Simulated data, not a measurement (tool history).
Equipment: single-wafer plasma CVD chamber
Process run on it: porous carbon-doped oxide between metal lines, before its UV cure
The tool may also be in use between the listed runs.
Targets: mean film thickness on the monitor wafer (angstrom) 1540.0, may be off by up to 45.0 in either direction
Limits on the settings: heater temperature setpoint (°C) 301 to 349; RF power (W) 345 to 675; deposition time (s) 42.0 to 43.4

| run | hour | heater temperature setpoint (°C) | RF power (W) | deposition time (s) | mean film thickness on the monitor wafer (angstrom) |
|---|---|---|---|---|---|
| 1 | 0.0 | 325 | 510 | 42.0 | 1865.2 |
| 2 | 1.3 | 325 | 510 | 43.4 | 1946.2 |
| 3 | 4.4 | 329 | 475 | 43.1 | 1813.4 |
| 4 | 10.9 | 329 | 500 | 43.1 | 1859.8 |
| 5 | 12.4 | 329 | 435 | 43.1 | 1744.0 |
| 6 | 12.9 | 329 | 480 | 43.1 | 1818.6 |
| 7 | 19.1 | 333 | 460 | 42.9 | 1745.2 |
| 8 | 20.9 | 335 | 440 | 42.7 | 1673.1 |
| 9 | 29.4 | 337 | 430 | 42.6 | 1644.4 |
| 10 | 32.0 | 339 | 420 | 42.5 | 1584.3 |

Pick the move, out of 5, that brings all results within their allowed miss; only one does.
| A | 34.6 | 341 | 435 | 43.4 | ? |
| B | 34.6 | 341 | 470 | 42.0 | ? |
| C | 34.6 | 344 | 435 | 43.4 | ? |
| D | 34.6 | 334 | 435 | 43.4 | ? |
| E | 34.6 | 334 | 370 | 43.4 | ? |

| move | mean film thickness on the monitor wafer (angstrom) |
|---|---|
| A | 1644.6 |
| B | 1655.2 |
| C | 1620.4 |
| D | 1703.8 |
| E | 1558.9 |
A: moves away from the targets compared with the last run
B: moves away from the targets compared with the last run
C: moves away from the targets compared with the last run
D: moves away from the targets compared with the last run
E: in spec on every target
Move E is the one to make.
